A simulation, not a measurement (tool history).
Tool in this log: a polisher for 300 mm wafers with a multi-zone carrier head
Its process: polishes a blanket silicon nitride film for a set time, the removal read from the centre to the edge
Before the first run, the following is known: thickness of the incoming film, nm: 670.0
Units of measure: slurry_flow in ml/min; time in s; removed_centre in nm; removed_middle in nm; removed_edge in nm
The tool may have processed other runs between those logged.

run 1 hour=0 | slurry_flow=295 centre_zone=1 middle_zone=1 edge_zone=1 time=57 | removed_centre=151.98 removed_middle=152.13 removed_edge=158.44
run 2 hour=7.6 | slurry_flow=295 centre_zone=0.92 middle_zone=1 edge_zone=1 time=57 | removed_centre=147.33 removed_middle=154.91 removed_edge=159.57
run 3 hour=8.8 | slurry_flow=310 centre_zone=0.98 middle_zone=1 edge_zone=0.98 time=61 | removed_centre=160.38 removed_middle=161.1 removed_edge=169.64
run 4 hour=12.4 | slurry_flow=310 centre_zone=0.98 middle_zone=1 edge_zone=0.98 time=71 | removed_centre=192.2 removed_middle=192.84 removed_edge=198.55
run 5 hour=15.1 | slurry_flow=310 centre_zone=0.98 middle_zone=1.05 edge_zone=0.98 time=71 | removed_centre=191.45 removed_middle=198.42 removed_edge=202.75
run 6 hour=17 | slurry_flow=310 centre_zone=1.03 middle_zone=1.04 edge_zone=0.96 time=72 | removed_centre=202.32 removed_middle=200.97 removed_edge=203.41

For run 7, what comes out?
run 7 hour=21.9 | slurry_flow=365 centre_zone=1.13 middle_zone=1.01 edge_zone=0.97 time=73 | removed_centre=? removed_middle=? removed_edge=?

removed_centre: 224.41 nm
removed_middle: 203.74 nm
removed_edge: 204.14 nm
